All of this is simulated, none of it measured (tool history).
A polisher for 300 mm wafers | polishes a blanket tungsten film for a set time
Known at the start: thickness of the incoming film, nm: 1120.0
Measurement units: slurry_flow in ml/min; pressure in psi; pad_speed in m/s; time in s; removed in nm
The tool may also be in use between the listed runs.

run	hour	slurry_flow	pressure	pad_speed	slurry_solids	time	removed
1	0.0	290	3.0	1.08	1.0	50	247.38
2	5.8	235	3.0	1.08	1.0	50	237.91
3	10.0	285	3.0	1.08	1.0	50	247.02
4	15.7	285	2.5	1.08	1.0	50	210.38
5	23.3	280	2.4	1.08	1.0	50	203.81
6	25.4	280	2.8	1.08	1.0	50	228.54
7	31.7	280	2.7	1.08	1.0	50	221.74
8	39.3	275	2.6	1.08	1.0	50	214.84

Expected results for the next run?
9	40.8	270	2.5	1.08	1.0	50	?

removed: 208.80 nm

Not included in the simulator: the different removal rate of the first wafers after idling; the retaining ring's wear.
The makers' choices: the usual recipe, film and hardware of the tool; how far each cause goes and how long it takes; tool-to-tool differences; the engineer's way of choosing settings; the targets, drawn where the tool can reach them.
